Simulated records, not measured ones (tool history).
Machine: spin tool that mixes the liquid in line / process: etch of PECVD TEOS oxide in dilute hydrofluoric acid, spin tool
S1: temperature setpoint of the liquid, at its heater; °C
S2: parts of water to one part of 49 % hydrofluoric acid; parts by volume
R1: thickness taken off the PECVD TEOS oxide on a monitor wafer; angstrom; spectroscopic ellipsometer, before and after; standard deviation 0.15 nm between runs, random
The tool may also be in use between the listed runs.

{"run": 1, "hour": 0.0, "S1": 24.0, "S2": 45, "time under the liquid (s)": 65, "R1": 409.0}
{"run": 2, "hour": 6.2, "S1": 26.0, "S2": 45, "time under the liquid (s)": 65, "R1": 442.53}
{"run": 3, "hour": 13.5, "S1": 28.5, "S2": 45, "time under the liquid (s)": 65, "R1": 491.41}
{"run": 4, "hour": 14.1, "S1": 26.0, "S2": 45, "time under the liquid (s)": 65, "R1": 438.61}
{"run": 5, "hour": 17.0, "S1": 24.5, "S2": 45, "time under the liquid (s)": 65, "R1": 415.21}
{"run": 6, "hour": 21.7, "S1": 23.0, "S2": 45, "time under the liquid (s)": 65, "R1": 386.43}
{"run": 7, "hour": 26.6, "S1": 22.0, "S2": 45, "time under the liquid (s)": 65, "R1": 373.44}

Expected results for the next run?
{"run": 8, "hour": 33.0, "S1": 21.0, "S2": 45, "time under the liquid (s)": 65, "R1": "?"}

{"run 8": {"R1": 357.5}}
